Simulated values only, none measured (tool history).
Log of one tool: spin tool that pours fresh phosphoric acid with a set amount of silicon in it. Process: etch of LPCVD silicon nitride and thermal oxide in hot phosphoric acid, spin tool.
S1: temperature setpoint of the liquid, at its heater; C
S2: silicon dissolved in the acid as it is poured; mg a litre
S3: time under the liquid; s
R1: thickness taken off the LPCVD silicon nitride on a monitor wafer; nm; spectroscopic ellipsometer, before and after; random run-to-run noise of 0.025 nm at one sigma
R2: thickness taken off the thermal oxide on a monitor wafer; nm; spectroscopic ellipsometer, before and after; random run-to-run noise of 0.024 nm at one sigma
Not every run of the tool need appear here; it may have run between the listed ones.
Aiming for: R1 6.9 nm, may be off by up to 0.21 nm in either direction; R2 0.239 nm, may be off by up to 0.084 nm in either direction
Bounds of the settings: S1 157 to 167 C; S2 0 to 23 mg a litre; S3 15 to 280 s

run 1 day=0 | S1=162 S2=10 S3=145 | R1=11.829 R2=0.36103
run 2 day=0.129 | S1=161 S2=8 S3=125 | R1=9.923 R2=0.3059
run 3 day=0.221 | S1=161 S2=8 S3=185 | R1=14.663 R2=0.49462
run 4 day=0.488 | S1=159 S2=8 S3=185 | R1=13.72 R2=0.41801
run 5 day=0.796 | S1=158.5 S2=5.5 S3=155 | R1=11.274 R2=0.32888
run 6 day=1.046 | S1=158.5 S2=3.5 S3=155 | R1=11.314 R2=0.35964
run 7 day=1.154 | S1=158.5 S2=2.5 S3=130 | R1=9.4527 R2=0.35214
run 8 day=1.388 | S1=158 S2=3 S3=115 | R1=8.2382 R2=0.27282
run 9 day=1.488 | S1=158 S2=2.5 S3=110 | R1=7.8859 R2=0.27438
run 10 day=1.688 | S1=158 S2=2.5 S3=105 | R1=7.5183 R2=0.22736
run 11 day=1.871 | S1=158 S2=1.5 S3=100 | R1=7.1533 R2=0.24267

Which of these 4 next moves meets every target?
run A day=2.054 | S1=158.5 S2=4 S3=105 | R1=? R2=?
run B day=2.054 | S1=158.5 S2=2.5 S3=100 | R1=? R2=?
run C day=2.054 | S1=159 S2=3 S3=100 | R1=? R2=?
run D day=2.054 | S1=158 S2=0 S3=95 | R1=? R2=?

move=A R1=7.6218 R2=0.22455
move=B R1=7.2588 R2=0.22015
move=C R1=7.3825 R2=0.22633
move=D R1=6.7801 R2=0.21107
A: misses by more than the last run did
B: misses by more than the last run did
C: misses by more than the last run did
D: in spec on every target
The move that meets every target is D.
